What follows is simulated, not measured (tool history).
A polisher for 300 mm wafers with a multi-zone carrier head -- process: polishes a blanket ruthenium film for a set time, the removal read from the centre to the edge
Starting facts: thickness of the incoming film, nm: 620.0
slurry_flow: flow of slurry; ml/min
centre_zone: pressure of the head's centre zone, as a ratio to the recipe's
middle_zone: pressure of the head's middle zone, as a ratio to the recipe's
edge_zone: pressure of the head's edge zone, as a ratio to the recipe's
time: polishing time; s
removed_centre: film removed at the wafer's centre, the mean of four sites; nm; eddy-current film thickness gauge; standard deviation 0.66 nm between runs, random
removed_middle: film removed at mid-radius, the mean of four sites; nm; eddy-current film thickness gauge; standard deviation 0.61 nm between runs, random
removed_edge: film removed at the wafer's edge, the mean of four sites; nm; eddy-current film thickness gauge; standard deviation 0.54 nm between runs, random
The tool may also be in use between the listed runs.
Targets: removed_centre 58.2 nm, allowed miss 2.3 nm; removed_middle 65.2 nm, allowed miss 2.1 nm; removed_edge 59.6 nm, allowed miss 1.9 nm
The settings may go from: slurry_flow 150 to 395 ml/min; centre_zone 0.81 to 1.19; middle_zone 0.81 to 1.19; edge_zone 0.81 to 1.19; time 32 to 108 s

Run 1, day 0: slurry_flow 250 ml/min, centre_zone 1, middle_zone 1, edge_zone 1, time 70 s. Result: removed_centre 108.15 nm, removed_middle 104.47 nm, removed_edge 103.75 nm.
Run 2, day 0.112: slurry_flow 250 ml/min, centre_zone 0.97, middle_zone 1, edge_zone 1, time 70 s. Result: removed_centre 102.24 nm, removed_middle 105.14 nm, removed_edge 103.58 nm.
Run 3, day 0.283: slurry_flow 250 ml/min, centre_zone 0.96, middle_zone 1, edge_zone 0.98, time 64 s. Result: removed_centre 95.057 nm, removed_middle 94.29 nm, removed_edge 93.008 nm.
Run 4, day 0.317: slurry_flow 250 ml/min, centre_zone 0.96, middle_zone 1, edge_zone 0.98, time 80 s. Result: removed_centre 116.87 nm, removed_middle 119.46 nm, removed_edge 118.06 nm.
Run 5, day 0.583: slurry_flow 245 ml/min, centre_zone 0.94, middle_zone 1, edge_zone 0.96, time 73 s. Result: removed_centre 104.63 nm, removed_middle 109.17 nm, removed_edge 105.54 nm.
Run 6, day 0.608: slurry_flow 245 ml/min, centre_zone 0.94, middle_zone 1, edge_zone 0.96, time 83 s. Result: removed_centre 117.88 nm, removed_middle 123.03 nm, removed_edge 119.6 nm.
Run 7, day 0.871: slurry_flow 235 ml/min, centre_zone 0.92, middle_zone 1, edge_zone 0.94, time 76 s. Result: removed_centre 105.44 nm, removed_middle 110.94 nm, removed_edge 106.47 nm.
Run 8, day 0.979: slurry_flow 225 ml/min, centre_zone 0.9, middle_zone 1, edge_zone 0.93, time 70 s. Result: removed_centre 96.259 nm, removed_middle 103.95 nm, removed_edge 99.728 nm.
Run 9, day 1.192: slurry_flow 225 ml/min, centre_zone 0.89, middle_zone 1, edge_zone 0.92, time 64 s. Result: removed_centre 88.44 nm, removed_middle 94.925 nm, removed_edge 91.413 nm.
Run 10, day 1.317: slurry_flow 225 ml/min, centre_zone 0.88, middle_zone 1.01, edge_zone 0.91, time 59 s. Result: removed_centre 78.919 nm, removed_middle 88.232 nm, removed_edge 83.55 nm.
Run 11, day 1.425: slurry_flow 225 ml/min, centre_zone 0.88, middle_zone 1.01, edge_zone 0.9, time 55 s. Result: removed_centre 75.154 nm, removed_middle 80.985 nm, removed_edge 76.764 nm.
Run 12, day 1.758: slurry_flow 225 ml/min, centre_zone 0.87, middle_zone 1.01, edge_zone 0.89, time 53 s. Result: removed_centre 71.088 nm, removed_middle 78.324 nm, removed_edge 74.154 nm.
Run 13, day 1.912: slurry_flow 225 ml/min, centre_zone 0.87, middle_zone 1.01, edge_zone 0.88, time 51 s. Result: removed_centre 68.143 nm, removed_middle 75.617 nm, removed_edge 70.915 nm.
Run 14, day 2.208: slurry_flow 225 ml/min, centre_zone 0.87, middle_zone 1.01, edge_zone 0.87, time 50 s. Result: removed_centre 65.539 nm, removed_middle 74.099 nm, removed_edge 68.53 nm.
Run 15, day 2.542: slurry_flow 225 ml/min, centre_zone 0.87, middle_zone 1, edge_zone 0.86, time 49 s. Result: removed_centre 65.867 nm, removed_middle 72.179 nm, removed_edge 66.294 nm.
Run 16, day 2.892: slurry_flow 225 ml/min, centre_zone 0.86, middle_zone 1, edge_zone 0.85, time 48 s. Result: removed_centre 64.228 nm, removed_middle 70.118 nm, removed_edge 64.552 nm.
Run 17, day 3.175: slurry_flow 225 ml/min, centre_zone 0.85, middle_zone 1, edge_zone 0.84, time 47 s. Result: removed_centre 60.691 nm, removed_middle 69.927 nm, removed_edge 63.776 nm.
Run 18, day 3.45: slurry_flow 225 ml/min, centre_zone 0.85, middle_zone 0.99, edge_zone 0.84, time 47 s. Result: removed_centre 62.055 nm, removed_middle 69.711 nm, removed_edge 62.271 nm.
Run 19, day 3.812: slurry_flow 220 ml/min, centre_zone 0.85, middle_zone 0.99, edge_zone 0.84, time 47 s. Result: removed_centre 60.615 nm, removed_middle 68.495 nm, removed_edge 63.526 nm.
Run 20, day 4.158: slurry_flow 220 ml/min, centre_zone 0.85, middle_zone 0.99, edge_zone 0.84, time 47 s. Result: removed_centre 60.181 nm, removed_middle 68.321 nm, removed_edge 63.765 nm.
Run 21, day 4.338: slurry_flow 200 ml/min, centre_zone 0.87, middle_zone 1, edge_zone 0.81, time 43 s. Result: removed_centre 56.666 nm, removed_middle 62.764 nm, removed_edge 57.433 nm.
Run 22, day 4.617: slurry_flow 200 ml/min, centre_zone 0.87, middle_zone 1, edge_zone 0.82, time 43 s. Result: removed_centre 55.792 nm, removed_middle 63.088 nm, removed_edge 57.038 nm.
Run 23, day 4.688: slurry_flow 205 ml/min, centre_zone 0.87, middle_zone 1, edge_zone 0.82, time 43 s. Result: removed_centre 57.716 nm, removed_middle 63.56 nm, removed_edge 58.353 nm.

Exactly one of the 5 candidate moves below puts every result within its allowed miss. Which one?
Run A, day 4.758: slurry_flow 195 ml/min, centre_zone 0.87, middle_zone 1, edge_zone 0.82, time 45 s. Result: removed_centre ?, removed_middle ?, removed_edge ?.
Run B, day 4.758: slurry_flow 235 ml/min, centre_zone 0.95, middle_zone 0.97, edge_zone 0.84, time 42 s. Result: removed_centre ?, removed_middle ?, removed_edge ?.
Run C, day 4.758: slurry_flow 205 ml/min, centre_zone 0.96, middle_zone 1.03, edge_zone 0.81, time 42 s. Result: removed_centre ?, removed_middle ?, removed_edge ?.
Run D, day 4.758: slurry_flow 330 ml/min, centre_zone 0.88, middle_zone 0.98, edge_zone 0.9, time 41 s. Result: removed_centre ?, removed_middle ?, removed_edge ?.
Run E, day 4.758: slurry_flow 240 ml/min, centre_zone 0.96, middle_zone 1.02, edge_zone 0.81, time 42 s. Result: removed_centre ?, removed_middle ?, removed_edge ?.

move  removed_centre  removed_middle  removed_edge
   A          59.346          66.075        59.661
   B          61.051          61.046        56.967
   C          60.877          63.481        55.546
   D          57.237          61.725        58.499
   E          61.777            63.8        56.109
A: meets every target
B: its largest miss is bigger than the last run's
C: the furthest-off result lands on target, but another misses its tolerance
D: its largest miss is bigger than the last run's
E: the furthest-off result lands on target, but another misses its tolerance
A meets every target.
